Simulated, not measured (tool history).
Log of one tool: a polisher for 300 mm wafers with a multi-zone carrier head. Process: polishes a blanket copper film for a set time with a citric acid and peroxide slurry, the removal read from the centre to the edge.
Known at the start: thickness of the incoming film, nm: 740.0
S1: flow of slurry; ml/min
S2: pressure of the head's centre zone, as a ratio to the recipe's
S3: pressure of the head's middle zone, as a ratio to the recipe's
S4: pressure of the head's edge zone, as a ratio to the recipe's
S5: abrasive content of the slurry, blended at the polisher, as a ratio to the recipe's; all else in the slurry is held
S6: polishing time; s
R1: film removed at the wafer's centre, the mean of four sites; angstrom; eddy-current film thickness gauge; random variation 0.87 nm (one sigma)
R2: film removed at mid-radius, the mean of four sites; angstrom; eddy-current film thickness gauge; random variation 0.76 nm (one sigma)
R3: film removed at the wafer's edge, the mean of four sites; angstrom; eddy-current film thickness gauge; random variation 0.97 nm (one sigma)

| run | hour | S1 | S2 | S3 | S4 | S5 | S6 | R1 | R2 | R3 |
|---|---|---|---|---|---|---|---|---|---|---|
| 1 | 0 | 125 | 1 | 1 | 1 | 1 | 64 | 832.38 | 833.44 | 800.21 |
| 2 | 1.9 | 125 | 1.03 | 1 | 1 | 1 | 64 | 844.85 | 826.38 | 804.58 |
| 3 | 9.9 | 125 | 1.03 | 1.04 | 1 | 1 | 64 | 855.88 | 855.21 | 820.73 |
| 4 | 18.2 | 125 | 1.03 | 0.98 | 1 | 1 | 64 | 854.55 | 822.09 | 826.21 |
| 5 | 20.1 | 135 | 1.01 | 0.99 | 1.04 | 1.05 | 64 | 862.52 | 854.64 | 841.62 |
| 6 | 28.3 | 135 | 1.01 | 0.9 | 1.04 | 1.05 | 64 | 872.02 | 794.29 | 843.12 |
| 7 | 36.8 | 145 | 0.99 | 0.92 | 1.07 | 1.1 | 64 | 867.12 | 841.69 | 881.82 |
|  | 37.5 | edge zone pressure recalibrated |
| 8 | 37.5 | 155 | 0.98 | 0.93 | 1.08 | 1.1 | 64 | 871.06 | 856.92 | 934.96 |

Forecast run 9:
| 9 | 41.2 | 160 | 0.98 | 0.95 | 1.07 | 1.1 | 64 | ? | ? | ? |

{"run 9": {"R1": 881.88, "R2": 862.74, "R3": 917.46}}

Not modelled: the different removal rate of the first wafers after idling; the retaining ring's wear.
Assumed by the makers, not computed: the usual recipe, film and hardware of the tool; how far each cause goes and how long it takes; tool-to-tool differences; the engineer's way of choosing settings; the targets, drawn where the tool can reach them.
